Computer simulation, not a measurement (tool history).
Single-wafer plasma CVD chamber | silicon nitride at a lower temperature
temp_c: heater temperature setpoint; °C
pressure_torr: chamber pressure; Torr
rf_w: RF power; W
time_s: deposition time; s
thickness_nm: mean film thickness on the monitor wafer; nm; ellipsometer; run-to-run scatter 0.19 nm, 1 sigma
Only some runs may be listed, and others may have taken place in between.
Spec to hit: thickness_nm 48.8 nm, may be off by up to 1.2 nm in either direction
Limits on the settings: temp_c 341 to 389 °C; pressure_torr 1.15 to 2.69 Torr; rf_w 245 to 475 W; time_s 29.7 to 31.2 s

| run | day | temp_c | pressure_torr | rf_w | time_s | thickness_nm |
|---|---|---|---|---|---|---|
| 1 | 0 | 365 | 1.92 | 360 | 31.2 | 40.958 |
| 2 | 0.142 | 374 | 1.92 | 360 | 31.2 | 40.966 |
| 3 | 0.379 | 374 | 1.92 | 360 | 31.2 | 40.923 |
| 4 | 0.454 | 374 | 1.92 | 310 | 31.2 | 35.989 |
| 5 | 0.775 | 374 | 1.92 | 310 | 31.2 | 35.992 |
| 6 | 1.096 | 374 | 2.25 | 310 | 31.2 | 37.246 |
| 7 | 1.154 | 374 | 2.31 | 335 | 31.2 | 40.08 |
| 8 | 1.517 | 374 | 2.36 | 350 | 31.2 | 41.551 |
| 9 | 1.85 | 374 | 2.4 | 365 | 31.2 | 43.178 |

5 next moves are on the table. One of them brings every result within its allowed miss. Which?
| A | 2.183 | 368 | 1.96 | 335 | 31.1 | ? |
| B | 2.183 | 363 | 2.55 | 325 | 29.7 | ? |
| C | 2.183 | 381 | 2.69 | 445 | 31.2 | ? |
| D | 2.183 | 376 | 2.39 | 385 | 31.2 | ? |
| E | 2.183 | 379 | 2.34 | 425 | 31.2 | ? |

| move | thickness_nm |
|---|---|
| A | 38.743 |
| B | 38.157 |
| C | 51.421 |
| D | 45.243 |
| E | 48.392 |
A: the biggest miss grows against the last run
B: the biggest miss grows against the last run
C: takes the biggest miss from the last run beyond its target
D: moves toward the targets from the last run without getting all of them in spec
E: each result inside its tolerance
E is the move that brings every result within its allowed miss.
